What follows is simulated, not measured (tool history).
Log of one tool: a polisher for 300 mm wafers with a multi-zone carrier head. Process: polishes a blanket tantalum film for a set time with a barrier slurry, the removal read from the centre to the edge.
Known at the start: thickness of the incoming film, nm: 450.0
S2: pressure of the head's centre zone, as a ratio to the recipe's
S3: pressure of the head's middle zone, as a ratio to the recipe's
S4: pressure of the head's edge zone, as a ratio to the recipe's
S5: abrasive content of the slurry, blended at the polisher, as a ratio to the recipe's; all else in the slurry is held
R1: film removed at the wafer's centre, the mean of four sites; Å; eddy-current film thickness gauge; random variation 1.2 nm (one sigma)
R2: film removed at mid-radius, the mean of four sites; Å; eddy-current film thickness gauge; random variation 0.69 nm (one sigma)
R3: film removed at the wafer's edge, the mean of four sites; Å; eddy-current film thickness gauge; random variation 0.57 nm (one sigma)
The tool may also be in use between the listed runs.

Run 1, day 0.000: flow of slurry (ml/min) 140, S2 1.00, S3 1.00, S4 1.00, S5 1.00, polishing time (s) 69. Result: R1 771.51 Å, R2 785.87 Å, R3 754.14 Å.
Run 2, day 0.121: flow of slurry (ml/min) 145, S2 1.01, S3 0.97, S4 1.03, S5 1.00, polishing time (s) 69. Result: R1 797.42 Å, R2 769.08 Å, R3 759.03 Å.
Run 3, day 0.308: flow of slurry (ml/min) 145, S2 1.00, S3 0.94, S4 1.07, S5 1.05, polishing time (s) 69. Result: R1 794.51 Å, R2 775.65 Å, R3 787.60 Å.
Run 4, day 0.458: flow of slurry (ml/min) 145, S2 1.00, S3 0.94, S4 1.11, S5 1.05, polishing time (s) 69. Result: R1 772.49 Å, R2 770.52 Å, R3 807.61 Å.
Run 5, day 0.525: flow of slurry (ml/min) 150, S2 1.02, S3 0.92, S4 1.12, S5 1.05, polishing time (s) 69. Result: R1 827.07 Å, R2 757.35 Å, R3 813.80 Å.
Run 6, day 0.679: flow of slurry (ml/min) 150, S2 1.02, S3 0.92, S4 1.12, S5 1.05, polishing time (s) 56. Result: R1 662.40 Å, R2 614.01 Å, R3 655.71 Å.
Run 7, day 0.946: flow of slurry (ml/min) 155, S2 1.02, S3 0.91, S4 1.14, S5 1.15, polishing time (s) 57. Result: R1 694.77 Å, R2 638.52 Å, R3 693.42 Å.
Run 8, day 1.050: flow of slurry (ml/min) 160, S2 1.02, S3 0.90, S4 1.15, S5 1.25, polishing time (s) 58. Result: R1 717.52 Å, R2 660.89 Å, R3 741.13 Å.

Run 9 comes next. What will it give?
Run 9, day 1.417: flow of slurry (ml/min) 170, S2 1.03, S3 0.91, S4 1.16, S5 1.30, polishing time (s) 58. Result: R1 ?, R2 ?, R3 ?.

Run 9 gave R1 737.74 Å, R2 682.94 Å, R3 749.32 Å.
